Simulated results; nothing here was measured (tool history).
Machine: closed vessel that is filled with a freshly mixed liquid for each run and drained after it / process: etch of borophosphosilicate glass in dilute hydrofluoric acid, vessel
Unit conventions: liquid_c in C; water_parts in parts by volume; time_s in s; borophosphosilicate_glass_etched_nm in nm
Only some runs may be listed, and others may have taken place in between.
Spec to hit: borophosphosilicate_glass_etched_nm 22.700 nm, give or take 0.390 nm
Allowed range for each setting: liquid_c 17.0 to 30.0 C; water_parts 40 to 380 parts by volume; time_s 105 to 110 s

run  hour  liquid_c  water_parts  time_s  borophosphosilicate_glass_etched_nm
  1   0.0      22.0          210     105                               19.353
  2   6.5      23.0          210     105                               20.012
  3  10.9      23.0          165     105                               26.834
  4  13.4      26.0          165     105                               29.971
  5  17.3      24.5          165     105                               28.221
  6  26.1      23.0          165     105                               26.811
  7  30.3      22.0          165     105                               25.742
  8  35.4      21.0          165     105                               24.805
  9  42.5      20.5          165     105                               24.391
 10  44.7      20.0          165     105                               23.837
 11  47.0      19.5          165     105                               23.398

5 next moves are on the table. One of them brings every result within its allowed miss. Which?
  A  49.3      17.0          150     105                                    ?
  B  49.3      18.0          150     105                                    ?
  C  49.3      19.5          170     105                                    ?
  D  49.3      20.0          165     105                                    ?
  E  49.3      18.5          160     110                                    ?

move  borophosphosilicate_glass_etched_nm
   A                               23.682
   B                               24.668
   C                               22.657
   D                               23.930
   E                               24.477
A: its largest miss is bigger than the last run's
B: its largest miss is bigger than the last run's
C: in spec on every target
D: its largest miss is bigger than the last run's
E: its largest miss is bigger than the last run's
Answer: C
